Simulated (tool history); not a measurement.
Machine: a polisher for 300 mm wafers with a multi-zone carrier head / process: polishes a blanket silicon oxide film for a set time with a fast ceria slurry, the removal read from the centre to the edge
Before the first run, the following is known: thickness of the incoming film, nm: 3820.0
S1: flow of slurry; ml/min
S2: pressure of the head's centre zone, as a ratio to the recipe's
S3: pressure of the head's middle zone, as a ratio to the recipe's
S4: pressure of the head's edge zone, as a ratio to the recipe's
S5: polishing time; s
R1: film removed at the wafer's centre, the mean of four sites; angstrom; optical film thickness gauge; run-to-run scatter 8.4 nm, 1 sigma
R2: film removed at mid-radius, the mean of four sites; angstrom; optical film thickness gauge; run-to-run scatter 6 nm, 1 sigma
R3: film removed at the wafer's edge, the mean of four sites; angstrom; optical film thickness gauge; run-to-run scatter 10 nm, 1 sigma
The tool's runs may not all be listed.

run,hour,S1,S2,S3,S4,S5,R1,R2,R3
1,0,160,1,1,1,50,6180.2,6258.9,6405.9
2,2.1,160,1,0.93,1,50,6142.8,5879.6,6448.4
3,3.5,160,0.96,0.93,1,50,5835.2,5905.7,6539.6
4,9.9,170,0.96,0.96,1.01,51,6279.6,6227,6567.5
5,11,165,0.94,0.99,1.02,52,6181.5,6459.7,6891.2
6,12.7,175,0.92,1.02,1.02,52,6174.7,6672.4,6665.5
7,20.7,175,0.91,1.04,1.04,53,6125.9,6928.3,6967.2
8,25,180,0.91,1.05,1.05,53,6161.2,6941.6,7102

What does the tool deliver on the next run?
9,27.3,185,0.91,1.07,1.05,53,?,?,?

{"run 9": {"R1": 6314.6, "R2": 7097.9, "R3": 7229.1}}

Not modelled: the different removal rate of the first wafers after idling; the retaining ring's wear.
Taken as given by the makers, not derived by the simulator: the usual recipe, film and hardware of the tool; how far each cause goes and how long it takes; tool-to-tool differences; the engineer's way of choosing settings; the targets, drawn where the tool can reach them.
